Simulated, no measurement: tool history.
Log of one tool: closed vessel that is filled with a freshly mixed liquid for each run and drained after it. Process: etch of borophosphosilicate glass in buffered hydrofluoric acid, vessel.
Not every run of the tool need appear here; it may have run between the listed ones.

| run | hour | temperature setpoint of the liquid (°C) | parts of 40 % ammonium fluoride to one part of 49 % hydrofluoric acid (parts by volume) | time in the liquid (s) | thickness taken off the borophosphosilicate glass on a monitor wafer (angstrom) |
|---|---|---|---|---|---|
| 1 | 0.0 | 22.0 | 13.5 | 30 | 484.93 |
| 2 | 8.8 | 19.5 | 13.5 | 30 | 420.72 |
| 3 | 12.3 | 19.5 | 17.0 | 30 | 333.28 |
| 4 | 21.2 | 21.5 | 17.0 | 30 | 372.45 |
| 5 | 23.9 | 24.5 | 17.0 | 30 | 438.36 |
| 6 | 28.5 | 22.0 | 17.0 | 30 | 384.68 |
| 7 | 32.8 | 23.5 | 17.0 | 30 | 417.99 |
| 8 | 41.2 | 24.5 | 17.0 | 30 | 435.18 |
| 9 | 48.5 | 25.5 | 17.0 | 30 | 462.27 |
| 10 | 49.1 | 26.0 | 17.0 | 30 | 475.78 |

Run 11, settings as shown, results not yet in. Your forecast:
| 11 | 53.5 | 26.5 | 17.0 | 30 | ? |

thickness taken off the borophosphosilicate glass on a monitor wafer (angstrom): 483.08

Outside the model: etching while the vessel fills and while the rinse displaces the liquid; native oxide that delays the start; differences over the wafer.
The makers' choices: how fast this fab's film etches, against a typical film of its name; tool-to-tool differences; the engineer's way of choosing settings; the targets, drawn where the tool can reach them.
